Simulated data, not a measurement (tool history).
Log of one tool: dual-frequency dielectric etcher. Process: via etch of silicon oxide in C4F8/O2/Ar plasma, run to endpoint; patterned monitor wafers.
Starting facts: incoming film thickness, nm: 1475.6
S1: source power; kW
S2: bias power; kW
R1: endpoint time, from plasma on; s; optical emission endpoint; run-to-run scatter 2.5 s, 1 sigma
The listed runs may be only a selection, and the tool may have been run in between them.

Run 1, hour 0.0: S1 2.340 kW, S2 2.431 kW. Result: R1 259.62 s.
Run 2, hour 5.5: S1 2.530 kW, S2 2.431 kW. Result: R1 249.12 s.
Run 3, hour 6.6: S1 2.370 kW, S2 2.431 kW. Result: R1 253.71 s.
Run 4, hour 13.6: S1 2.370 kW, S2 2.172 kW. Result: R1 264.15 s.
Run 5, hour 20.3: S1 2.240 kW, S2 2.110 kW. Result: R1 274.06 s.
Run 6, hour 24.9: S1 1.970 kW, S2 2.110 kW. Result: R1 298.18 s.
Run 7, hour 29.3: S1 1.940 kW, S2 2.102 kW. Result: R1 294.46 s.
Run 8, hour 37.5: S1 1.890 kW, S2 2.087 kW. Result: R1 302.51 s.
Run 9, hour 38.2: S1 1.640 kW, S2 2.008 kW. Result: R1 337.21 s.

Run 10 is up next; what results do you expect?
Run 10, hour 46.5: S1 1.670 kW, S2 2.013 kW. Result: R1 ?.

R1: 329.73 s

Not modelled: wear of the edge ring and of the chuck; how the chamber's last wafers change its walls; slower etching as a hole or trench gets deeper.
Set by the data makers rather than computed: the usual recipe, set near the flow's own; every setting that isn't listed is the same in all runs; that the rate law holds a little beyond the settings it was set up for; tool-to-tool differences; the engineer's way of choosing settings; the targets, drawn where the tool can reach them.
